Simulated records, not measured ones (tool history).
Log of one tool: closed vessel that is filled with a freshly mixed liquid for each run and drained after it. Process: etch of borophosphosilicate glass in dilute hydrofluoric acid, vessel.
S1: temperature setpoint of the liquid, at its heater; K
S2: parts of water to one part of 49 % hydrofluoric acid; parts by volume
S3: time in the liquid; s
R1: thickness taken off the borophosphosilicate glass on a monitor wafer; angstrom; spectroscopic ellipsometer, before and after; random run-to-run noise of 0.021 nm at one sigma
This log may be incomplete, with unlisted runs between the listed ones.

run	day	S1	S2	S3	R1
1	0.000	294.15	255	30	32.933
2	0.325	296.65	240	30	39.205
3	0.608	295.15	240	30	37.081
4	0.688	295.15	240	30	37.332
5	0.858	295.15	240	30	37.124
6	1.096	295.15	240	30	37.066

Expected results for the next run?
7	1.371	297.15	235	30	?

Logged for run 7: R1 40.882 angstrom.

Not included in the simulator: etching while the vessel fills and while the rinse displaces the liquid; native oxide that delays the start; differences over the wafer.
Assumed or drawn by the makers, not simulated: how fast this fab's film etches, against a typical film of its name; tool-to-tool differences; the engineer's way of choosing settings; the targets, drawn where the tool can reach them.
